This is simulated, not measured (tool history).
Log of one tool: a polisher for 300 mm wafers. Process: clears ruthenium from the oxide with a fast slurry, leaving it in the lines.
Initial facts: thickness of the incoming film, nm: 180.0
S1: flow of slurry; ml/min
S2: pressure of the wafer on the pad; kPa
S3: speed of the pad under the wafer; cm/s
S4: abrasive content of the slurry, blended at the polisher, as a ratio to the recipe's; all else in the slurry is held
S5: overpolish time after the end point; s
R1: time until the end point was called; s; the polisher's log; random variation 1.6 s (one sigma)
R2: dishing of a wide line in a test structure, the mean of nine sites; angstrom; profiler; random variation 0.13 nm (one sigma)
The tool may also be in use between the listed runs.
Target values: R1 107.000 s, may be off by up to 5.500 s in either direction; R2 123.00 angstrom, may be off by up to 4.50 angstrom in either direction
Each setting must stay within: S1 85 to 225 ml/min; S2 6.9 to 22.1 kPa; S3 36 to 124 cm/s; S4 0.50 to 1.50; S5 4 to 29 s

run 1 hour=0.0 | S1=145 S2=14.5 S3=80 S4=1.00 S5=15 | R1=94.964 R2=225.96
run 2 hour=5.9 | S1=155 S2=13.8 S3=80 S4=1.00 S5=13 | R1=94.610 R2=195.51
run 3 hour=12.9 | S1=165 S2=13.1 S3=80 S4=1.00 S5=12 | R1=100.460 R2=174.37
run 4 hour=20.8 | S1=165 S2=14.5 S3=80 S4=1.00 S5=12 | R1=88.602 R2=193.26
run 5 hour=25.8 | S1=165 S2=14.5 S3=98 S4=1.00 S5=12 | R1=72.260 R2=232.94
run 6 hour=34.8 | S1=135 S2=14.5 S3=98 S4=1.00 S5=12 | R1=78.100 R2=218.05
run 7 hour=36.7 | S1=165 S2=10.3 S3=96 S4=1.00 S5=7 | R1=103.660 R2=100.17
run 8 hour=44.6 | S1=165 S2=10.3 S3=94 S4=1.00 S5=8 | R1=105.030 R2=110.16

Which one of the following 5 next-run settings gets every result inside its allowed miss? There is exactly one.
run A hour=52.5 | S1=195 S2=10.3 S3=104 S4=1.00 S5=7 | R1=? R2=?
run B hour=52.5 | S1=120 S2=11.0 S3=94 S4=1.10 S5=9 | R1=? R2=?
run C hour=52.5 | S1=175 S2=11.7 S3=88 S4=0.95 S5=9 | R1=? R2=?
run D hour=52.5 | S1=175 S2=11.7 S3=92 S4=1.05 S5=7 | R1=? R2=?
run E hour=52.5 | S1=155 S2=13.1 S3=78 S4=1.00 S5=7 | R1=? R2=?

move=A R1=91.886 R2=112.13
move=B R1=106.060 R2=124.49
move=C R1=100.970 R2=130.56
move=D R1=92.253 R2=111.70
move=E R1=102.990 R2=100.35
A: about as far from the targets as the last run
B: each result inside its tolerance
C: takes the result that was furthest off past its target
D: nearer the targets than the last run, but a result is still out of spec
E: its largest miss is bigger than the last run's
Answer: B
